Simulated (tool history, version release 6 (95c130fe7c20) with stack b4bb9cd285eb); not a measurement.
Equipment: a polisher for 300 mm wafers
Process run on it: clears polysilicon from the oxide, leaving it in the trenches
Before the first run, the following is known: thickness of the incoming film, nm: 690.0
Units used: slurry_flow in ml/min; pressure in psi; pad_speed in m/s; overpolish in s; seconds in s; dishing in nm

run	hour	slurry_flow	pressure	pad_speed	overpolish	seconds	dishing
1	0	225	2.4	1.02	13	45.373	72.61
2	7.6	225	2.4	0.8	13	60.466	64.229
3	9.1	245	2.5	0.68	10	64.801	54.963
4	15.9	280	2.5	0.6	8	72.192	46.531
5	24.5	300	2.5	0.6	7	73.568	42.084
6	33.4	300	2.1	0.6	7	84.999	37.621

What will run 7 give?
7	34.9	305	2.2	0.62	6	?	?

Logged for run 7: seconds 79.884 s, dishing 34.429 nm.
